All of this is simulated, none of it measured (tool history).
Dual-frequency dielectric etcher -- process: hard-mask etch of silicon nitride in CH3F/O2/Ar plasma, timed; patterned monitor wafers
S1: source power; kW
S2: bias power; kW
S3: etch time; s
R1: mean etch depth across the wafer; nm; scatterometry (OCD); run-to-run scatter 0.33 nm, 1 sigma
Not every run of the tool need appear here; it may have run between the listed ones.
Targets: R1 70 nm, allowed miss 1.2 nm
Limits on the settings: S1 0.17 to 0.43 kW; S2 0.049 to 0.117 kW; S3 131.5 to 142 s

run	day	S1	S2	S3	R1
1	0	0.3	0.083	142	81.187
2	0.083	0.29	0.083	142	80.648
3	0.433	0.28	0.082	142	79.598
4	0.608	0.28	0.09	142	82.174
5	0.783	0.27	0.089	142	81.045
6	0.929	0.26	0.088	142	79.11
7	1.217	0.25	0.088	142	78.778
8	1.283	0.19	0.077	140.5	67.906
# day 1.575: wet clean of the chamber
9	1.575	0.2	0.077	140.5	73.1
10	1.7	0.2	0.076	140.5	72.491

Which one of the following 4 next-run settings gets every result inside its allowed miss? There is exactly one.
A	1.825	0.19	0.076	131.5	?
B	1.825	0.17	0.087	133.5	?
C	1.825	0.22	0.076	142	?
D	1.825	0.22	0.071	134	?

move	R1
A	66.436
B	70.106
C	74.748
D	68.135
A: pushes the last run's worst result past its target
B: all results in spec
C: misses by more than the last run did
D: pushes the last run's worst result past its target
Go with B: it meets all targets.
